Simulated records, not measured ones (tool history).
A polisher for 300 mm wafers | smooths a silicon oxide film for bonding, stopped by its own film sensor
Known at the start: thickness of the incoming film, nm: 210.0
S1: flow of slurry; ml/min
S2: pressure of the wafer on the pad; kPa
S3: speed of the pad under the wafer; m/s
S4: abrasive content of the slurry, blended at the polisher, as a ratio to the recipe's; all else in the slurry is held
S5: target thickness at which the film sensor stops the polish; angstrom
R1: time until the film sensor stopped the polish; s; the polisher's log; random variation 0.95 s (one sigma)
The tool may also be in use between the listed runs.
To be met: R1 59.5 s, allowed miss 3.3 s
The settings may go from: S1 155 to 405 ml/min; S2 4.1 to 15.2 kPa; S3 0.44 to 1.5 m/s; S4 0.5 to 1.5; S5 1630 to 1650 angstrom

run    day   S1    S2    S3  S4    S5      R1
  1      0  260   9.7  0.96   1  1650  84.855
  2  0.217  260   9.7  0.96   1  1630  88.515
  3  0.479  260  10.3  0.98   1  1630  82.447
  4  0.838  260   9.7  0.98   1  1630  87.699
  5  1.117  260   9.7  0.98   1  1630  87.659
  6  1.492  260   9.7  1.06   1  1630  80.804
  7  1.704  260  10.3  1.08   1  1630  75.129
  8  1.762  260    11  1.08   1  1630  69.667
  9  1.838  260  11.7  1.08   1  1630  67.801
 10  2.162  260  12.4  1.08   1  1630  63.733

5 next moves are on the table. One of them brings every result within its allowed miss. Which?
  A  2.488  155  12.4  1.04     1  1650   ?
  B  2.488  245  11.7   1.1  1.05  1630   ?
  C  2.488  230  13.8  1.02   1.2  1650   ?
  D  2.488  285  13.8  0.98   0.9  1630   ?
  E  2.488  215  14.5  1.04   0.9  1650   ?

move      R1
   A  65.721
   B  63.758
   C  52.246
   D  65.394
   E  58.621
A: further off than the last run
B: as far off as the last run
C: takes the result that was furthest off past its target
D: further off than the last run
E: meets every target
Move E is the one to make.

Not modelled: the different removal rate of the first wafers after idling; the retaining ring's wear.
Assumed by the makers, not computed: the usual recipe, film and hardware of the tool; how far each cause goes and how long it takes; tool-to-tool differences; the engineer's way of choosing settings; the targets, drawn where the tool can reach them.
